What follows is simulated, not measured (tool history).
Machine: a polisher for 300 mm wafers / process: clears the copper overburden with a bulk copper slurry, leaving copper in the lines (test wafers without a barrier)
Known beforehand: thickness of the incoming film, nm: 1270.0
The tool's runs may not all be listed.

| run | hour | flow of slurry (ml/min) | pressure of the wafer on the pad (kPa) | speed of the pad under the wafer (cm/s) | abrasive content of the slurry | overpolish time after the end point (s) | time until the end point was called (s) | dishing of a wide line in a test structure (nm) |
|---|---|---|---|---|---|---|---|---|
| 1 | 0 | 260 | 22.8 | 140 | 1 | 21 | 84.205 | 75.21 |
| 2 | 2.8 | 260 | 23.4 | 140 | 1 | 21 | 82.374 | 74.458 |
| 3 | 8.9 | 260 | 23.4 | 140 | 0.85 | 21 | 85.848 | 77.788 |
| 4 | 14.9 | 260 | 24.1 | 140 | 0.85 | 21 | 84.073 | 74.753 |
| 5 | 20.8 | 260 | 24.8 | 140 | 0.85 | 22 | 80.051 | 78.341 |
| 6 | 21.4 | 260 | 25.5 | 140 | 0.85 | 22 | 77.267 | 77.995 |

Forecast run 7:
| 7 | 24.9 | 260 | 26.9 | 140 | 0.85 | 24 | ? | ? |

time until the end point was called (s): 74.101
dishing of a wide line in a test structure (nm): 81.816

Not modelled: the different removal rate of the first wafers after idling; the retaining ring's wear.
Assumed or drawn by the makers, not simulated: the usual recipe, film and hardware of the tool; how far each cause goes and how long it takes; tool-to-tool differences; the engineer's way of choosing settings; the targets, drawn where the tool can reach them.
